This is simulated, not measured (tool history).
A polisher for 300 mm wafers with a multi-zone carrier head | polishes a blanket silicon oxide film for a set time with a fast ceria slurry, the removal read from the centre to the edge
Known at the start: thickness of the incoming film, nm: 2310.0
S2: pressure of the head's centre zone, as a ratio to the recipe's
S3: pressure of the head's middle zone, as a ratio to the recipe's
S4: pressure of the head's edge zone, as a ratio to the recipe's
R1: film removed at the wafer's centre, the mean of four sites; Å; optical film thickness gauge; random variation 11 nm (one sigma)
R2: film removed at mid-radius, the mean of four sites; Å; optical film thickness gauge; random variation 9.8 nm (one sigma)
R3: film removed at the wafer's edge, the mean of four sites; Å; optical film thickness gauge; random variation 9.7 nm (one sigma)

run 1 day=0.000 | flow_of_slurry_(ml/min)=190 S2=1.00 S3=1.00 S4=1.00 polishing_time_(s)=42 | R1=9240.3 R2=9183.0 R3=9289.3
run 2 day=0.296 | flow_of_slurry_(ml/min)=185 S2=1.01 S3=0.98 S4=1.00 polishing_time_(s)=42 | R1=9249.6 R2=9064.4 R3=9093.4
run 3 day=0.592 | flow_of_slurry_(ml/min)=185 S2=1.02 S3=0.95 S4=1.02 polishing_time_(s)=42 | R1=9497.3 R2=8981.3 R3=9435.2
run 4 day=0.829 | flow_of_slurry_(ml/min)=185 S2=1.02 S3=0.95 S4=1.10 polishing_time_(s)=42 | R1=9256.3 R2=8881.9 R3=9877.3
run 5 day=1.100 | flow_of_slurry_(ml/min)=185 S2=1.02 S3=1.00 S4=1.10 polishing_time_(s)=42 | R1=9521.7 R2=9205.5 R3=9827.5
run 6 day=1.362 | flow_of_slurry_(ml/min)=185 S2=1.02 S3=1.00 S4=1.06 polishing_time_(s)=42 | R1=9482.0 R2=9297.8 R3=9618.3
run 7 day=1.492 | flow_of_slurry_(ml/min)=180 S2=1.03 S3=0.97 S4=1.05 polishing_time_(s)=42 | R1=9629.2 R2=9105.2 R3=9477.3
run 8 day=1.621 | flow_of_slurry_(ml/min)=180 S2=1.04 S3=0.94 S4=1.05 polishing_time_(s)=42 | R1=9699.9 R2=8679.2 R3=9494.7
run 9 day=1.696 | flow_of_slurry_(ml/min)=175 S2=1.04 S3=0.93 S4=1.05 polishing_time_(s)=42 | R1=9702.0 R2=8832.6 R3=9456.3
run 10 day=1.829 | flow_of_slurry_(ml/min)=175 S2=1.04 S3=0.91 S4=1.05 polishing_time_(s)=42 | R1=9711.9 R2=8688.0 R3=9463.9

Run 11 comes next. What will it give?
run 11 day=1.921 | flow_of_slurry_(ml/min)=150 S2=1.06 S3=0.84 S4=1.02 polishing_time_(s)=41 | R1=? R2=? R3=?

{"run 11": {"R1": 9103.0, "R2": 7635.6, "R3": 9066.6}}
